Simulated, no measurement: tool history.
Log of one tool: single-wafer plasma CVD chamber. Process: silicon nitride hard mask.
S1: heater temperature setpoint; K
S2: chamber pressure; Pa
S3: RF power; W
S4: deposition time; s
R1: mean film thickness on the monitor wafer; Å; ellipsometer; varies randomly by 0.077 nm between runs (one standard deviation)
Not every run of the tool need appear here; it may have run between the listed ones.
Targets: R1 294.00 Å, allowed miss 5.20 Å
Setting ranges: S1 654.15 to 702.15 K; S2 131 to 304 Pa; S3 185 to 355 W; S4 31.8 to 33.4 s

Run 1, hour 0.0: S1 678.15 K, S2 217 Pa, S3 270 W, S4 33.4 s. Result: R1 339.25 Å.
Run 2, hour 6.5: S1 678.15 K, S2 201 Pa, S3 265 W, S4 33.4 s. Result: R1 325.72 Å.
Run 3, hour 15.2: S1 678.15 K, S2 229 Pa, S3 265 W, S4 33.4 s. Result: R1 344.35 Å.
Run 4, hour 16.5: S1 687.15 K, S2 229 Pa, S3 265 W, S4 33.4 s. Result: R1 344.84 Å.
Run 5, hour 22.1: S1 698.15 K, S2 229 Pa, S3 265 W, S4 33.4 s. Result: R1 342.26 Å.
Run 6, hour 23.0: S1 698.15 K, S2 229 Pa, S3 265 W, S4 33.4 s. Result: R1 342.92 Å.
At hour 32.0: capacitance manometer re-zeroed and calibrated.
Run 7, hour 32.0: S1 698.15 K, S2 211 Pa, S3 265 W, S4 33.4 s. Result: R1 341.27 Å.
Run 8, hour 34.3: S1 698.15 K, S2 201 Pa, S3 255 W, S4 33.3 s. Result: R1 325.86 Å.
Run 9, hour 43.2: S1 698.15 K, S2 189 Pa, S3 250 W, S4 33.3 s. Result: R1 315.20 Å.
Run 10, hour 47.0: S1 698.15 K, S2 145 Pa, S3 245 W, S4 33.3 s. Result: R1 266.34 Å.
Run 11, hour 49.0: S1 698.15 K, S2 153 Pa, S3 245 W, S4 33.3 s. Result: R1 276.80 Å.
Run 12, hour 51.0: S1 698.15 K, S2 159 Pa, S3 245 W, S4 33.3 s. Result: R1 281.65 Å.
Run 13, hour 52.0: S1 698.15 K, S2 163 Pa, S3 245 W, S4 33.3 s. Result: R1 286.39 Å.

Pick the move, out of 5, that brings all results within their allowed miss; only one does.
Run A, hour 53.0: S1 700.15 K, S2 152 Pa, S3 250 W, S4 33.4 s. Result: R1 ?.
Run B, hour 53.0: S1 688.15 K, S2 171 Pa, S3 240 W, S4 33.4 s. Result: R1 ?.
Run C, hour 53.0: S1 702.15 K, S2 165 Pa, S3 225 W, S4 32.6 s. Result: R1 ?.
Run D, hour 53.0: S1 702.15 K, S2 160 Pa, S3 235 W, S4 33.4 s. Result: R1 ?.
Run E, hour 53.0: S1 702.15 K, S2 180 Pa, S3 230 W, S4 31.8 s. Result: R1 ?.

move      R1
   A  279.96
   B  296.39
   C  274.21
   D  280.96
   E  283.14
A: further off than the last run
B: all results land within tolerance of their targets
C: further off than the last run
D: further off than the last run
E: further off than the last run
So the answer is move B, the one that meets all the targets.
